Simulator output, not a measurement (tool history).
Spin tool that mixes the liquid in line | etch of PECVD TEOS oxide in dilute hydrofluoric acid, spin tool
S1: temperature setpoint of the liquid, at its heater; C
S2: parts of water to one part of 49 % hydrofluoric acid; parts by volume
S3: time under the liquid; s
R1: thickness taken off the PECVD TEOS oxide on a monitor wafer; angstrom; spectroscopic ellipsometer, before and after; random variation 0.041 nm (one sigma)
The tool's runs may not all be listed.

run 1 hour=0 | S1=25 S2=295 S3=280 | R1=127.16
run 2 hour=8.6 | S1=25 S2=355 S3=280 | R1=100.2
run 3 hour=11.7 | S1=25 S2=310 S3=280 | R1=120.91
run 4 hour=16.1 | S1=28 S2=310 S3=280 | R1=132.88
run 5 hour=18.4 | S1=28 S2=310 S3=300 | R1=142.74
run 6 hour=23.2 | S1=25 S2=330 S3=300 | R1=118.46
run 7 hour=31 | S1=22.5 S2=335 S3=300 | R1=106.96
run 8 hour=39.4 | S1=21 S2=335 S3=300 | R1=102.3
run 9 hour=43.5 | S1=20 S2=335 S3=300 | R1=98.174
run 10 hour=46.4 | S1=19 S2=335 S3=300 | R1=93.764

Run 11 comes next. What will it give?
run 11 hour=51.5 | S1=18.5 S2=335 S3=300 | R1=?

R1: 91.935 angstrom

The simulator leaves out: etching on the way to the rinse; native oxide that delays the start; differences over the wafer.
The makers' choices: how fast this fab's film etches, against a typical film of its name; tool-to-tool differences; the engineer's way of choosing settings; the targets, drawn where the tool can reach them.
